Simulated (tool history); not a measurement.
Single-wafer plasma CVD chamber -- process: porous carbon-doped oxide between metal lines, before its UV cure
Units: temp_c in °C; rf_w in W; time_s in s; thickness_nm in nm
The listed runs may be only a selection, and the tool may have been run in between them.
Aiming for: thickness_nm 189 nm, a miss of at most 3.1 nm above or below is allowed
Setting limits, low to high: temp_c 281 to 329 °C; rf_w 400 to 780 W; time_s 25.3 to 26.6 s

Run 1, hour 0: temp_c 305 °C, rf_w 590 W, time_s 26.6 s. Result: thickness_nm 149.74 nm.
Run 2, hour 6.5: temp_c 305 °C, rf_w 590 W, time_s 25.3 s. Result: thickness_nm 143.38 nm.
Run 3, hour 10.1: temp_c 301 °C, rf_w 615 W, time_s 25.4 s. Result: thickness_nm 152.68 nm.
Run 4, hour 14.5: temp_c 298 °C, rf_w 630 W, time_s 25.4 s. Result: thickness_nm 160.27 nm.
Run 5, hour 22.9: temp_c 295 °C, rf_w 635 W, time_s 25.4 s. Result: thickness_nm 164.78 nm.
Run 6, hour 28.4: temp_c 295 °C, rf_w 635 W, time_s 26.6 s. Result: thickness_nm 171.54 nm.
Run 7, hour 35.6: temp_c 293 °C, rf_w 635 W, time_s 26.6 s. Result: thickness_nm 173.53 nm.
Run 8, hour 36.4: temp_c 291 °C, rf_w 635 W, time_s 26.6 s. Result: thickness_nm 176.36 nm.
Run 9, hour 43.9: temp_c 289 °C, rf_w 635 W, time_s 26.6 s. Result: thickness_nm 180.05 nm.

Next run, 5 choices. One meets every target within its allowed miss, the rest don't. Which?
Run A, hour 51.4: temp_c 291 °C, rf_w 615 W, time_s 26.2 s. Result: thickness_nm ?.
Run B, hour 51.4: temp_c 281 °C, rf_w 610 W, time_s 26.6 s. Result: thickness_nm ?.
Run C, hour 51.4: temp_c 287 °C, rf_w 625 W, time_s 25.5 s. Result: thickness_nm ?.
Run D, hour 51.4: temp_c 297 °C, rf_w 650 W, time_s 25.3 s. Result: thickness_nm ?.
Run E, hour 51.4: temp_c 285 °C, rf_w 670 W, time_s 26.1 s. Result: thickness_nm ?.

move  thickness_nm
   A        169.33
   B        182.68
   C        172.12
   D        165.72
   E        190.24
A: lands further from the targets than the last run did
B: closer than the last run, but not yet in spec
C: lands further from the targets than the last run did
D: lands further from the targets than the last run did
E: meets every target
So the answer is move E, the one that meets all the targets.
